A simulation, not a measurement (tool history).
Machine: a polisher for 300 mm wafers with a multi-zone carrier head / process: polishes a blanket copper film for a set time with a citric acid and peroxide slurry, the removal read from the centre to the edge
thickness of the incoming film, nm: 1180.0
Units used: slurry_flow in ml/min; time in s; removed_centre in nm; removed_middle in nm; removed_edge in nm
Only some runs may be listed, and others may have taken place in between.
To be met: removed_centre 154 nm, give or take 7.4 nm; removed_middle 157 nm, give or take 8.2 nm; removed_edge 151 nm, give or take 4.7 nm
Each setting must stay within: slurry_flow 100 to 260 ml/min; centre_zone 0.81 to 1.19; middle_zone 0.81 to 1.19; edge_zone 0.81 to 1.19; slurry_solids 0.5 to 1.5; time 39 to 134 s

run	hour	slurry_flow	centre_zone	middle_zone	edge_zone	slurry_solids	time	removed_centre	removed_middle	removed_edge
1	0	165	1	1	1	1	86	188.92	195.15	182.36
2	6.2	180	1	1	1	1	86	186.82	201.83	185.68
3	15.2	170	0.98	0.98	0.98	0.95	85	176.86	191.95	180.03
4	17.6	160	0.99	0.97	0.97	0.9	84	174.72	180.82	173.53
5	20.7	160	0.99	0.97	0.9	0.9	84	174.97	183.55	166.94
6	24.8	155	0.98	0.96	0.89	0.85	84	168.17	184.58	170.69
7	27.5	150	0.99	0.95	0.89	0.8	82	165.89	171.23	161.15
8	34.8	145	0.99	0.95	0.88	0.75	82	163.57	171.6	158.27

4 candidate next runs follow, results not yet known. Just one meets every target within its allowed miss. Identify it.
A	42.1	210	0.96	0.89	0.85	0.9	74	?	?	?
B	42.1	125	0.91	0.87	0.9	0.85	87	?	?	?
C	42.1	150	1.03	1.05	0.81	0.85	79	?	?	?
D	42.1	125	1.01	1.1	0.84	0.8	82	?	?	?

move	removed_centre	removed_middle	removed_edge
A	151.85	158.65	149.57
B	152.85	167.53	168.7
C	163.48	181.16	149.32
D	159.1	187.19	152.58
A: all results land within tolerance of their targets
B: lands further from the targets than the last run did
C: lands further from the targets than the last run did
D: lands further from the targets than the last run did
A meets every target.
